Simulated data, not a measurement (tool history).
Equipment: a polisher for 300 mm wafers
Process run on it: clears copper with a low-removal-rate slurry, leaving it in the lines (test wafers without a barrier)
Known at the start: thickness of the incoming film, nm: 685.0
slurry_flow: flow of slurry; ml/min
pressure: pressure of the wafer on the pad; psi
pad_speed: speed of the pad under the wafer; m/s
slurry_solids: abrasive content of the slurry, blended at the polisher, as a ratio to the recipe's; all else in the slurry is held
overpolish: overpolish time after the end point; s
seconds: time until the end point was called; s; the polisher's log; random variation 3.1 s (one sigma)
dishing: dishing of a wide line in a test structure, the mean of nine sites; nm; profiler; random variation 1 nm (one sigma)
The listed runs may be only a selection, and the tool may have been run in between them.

Run 1, hour 0.0: slurry_flow 290 ml/min, pressure 3.8 psi, pad_speed 1.16 m/s, slurry_solids 1.0, overpolish 21 s. Result: seconds 137.43 s, dishing 44.614 nm.
Run 2, hour 1.2: slurry_flow 290 ml/min, pressure 3.8 psi, pad_speed 1.28 m/s, slurry_solids 1.0, overpolish 21 s. Result: seconds 126.43 s, dishing 49.445 nm.
Run 3, hour 9.0: slurry_flow 290 ml/min, pressure 3.8 psi, pad_speed 1.28 m/s, slurry_solids 1.0, overpolish 27 s. Result: seconds 126.98 s, dishing 52.481 nm.
Run 4, hour 16.9: slurry_flow 290 ml/min, pressure 3.8 psi, pad_speed 1.40 m/s, slurry_solids 1.0, overpolish 27 s. Result: seconds 116.88 s, dishing 53.012 nm.
Run 5, hour 25.6: slurry_flow 290 ml/min, pressure 3.5 psi, pad_speed 1.36 m/s, slurry_solids 1.0, overpolish 28 s. Result: seconds 130.98 s, dishing 50.755 nm.
Run 6, hour 32.3: slurry_flow 235 ml/min, pressure 3.5 psi, pad_speed 1.36 m/s, slurry_solids 1.0, overpolish 28 s. Result: seconds 132.68 s, dishing 52.572 nm.

Forecast run 7:
Run 7, hour 37.8: slurry_flow 235 ml/min, pressure 3.3 psi, pad_speed 1.34 m/s, slurry_solids 1.0, overpolish 29 s. Result: seconds ?, dishing ?.

seconds: 139.17 s
dishing: 51.663 nm
